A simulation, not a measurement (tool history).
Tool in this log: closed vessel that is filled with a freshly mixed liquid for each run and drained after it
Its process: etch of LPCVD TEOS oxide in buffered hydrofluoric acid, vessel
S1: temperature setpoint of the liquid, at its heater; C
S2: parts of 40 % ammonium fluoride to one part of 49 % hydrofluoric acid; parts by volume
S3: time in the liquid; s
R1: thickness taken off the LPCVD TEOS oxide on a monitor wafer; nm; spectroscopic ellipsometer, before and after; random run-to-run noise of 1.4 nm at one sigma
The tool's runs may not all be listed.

| run | hour | S1 | S2 | S3 | R1 |
|---|---|---|---|---|---|
| 1 | 0.0 | 22.0 | 13.0 | 90 | 108.530 |
| 2 | 8.9 | 19.5 | 13.0 | 90 | 96.041 |
| 3 | 15.0 | 19.5 | 15.0 | 90 | 82.806 |
| 4 | 22.6 | 22.5 | 14.0 | 90 | 105.970 |
| 5 | 28.3 | 22.5 | 14.0 | 100 | 115.770 |
| 6 | 34.1 | 22.5 | 17.0 | 100 | 95.994 |
| 7 | 37.2 | 25.0 | 16.0 | 100 | 116.700 |
| 8 | 45.7 | 26.5 | 15.0 | 100 | 135.410 |
| 9 | 54.1 | 27.5 | 14.5 | 100 | 147.650 |

What will run 10 give?
| 10 | 58.0 | 28.5 | 14.0 | 100 | ? |

For run 10 the tool returned R1 161.770 nm.
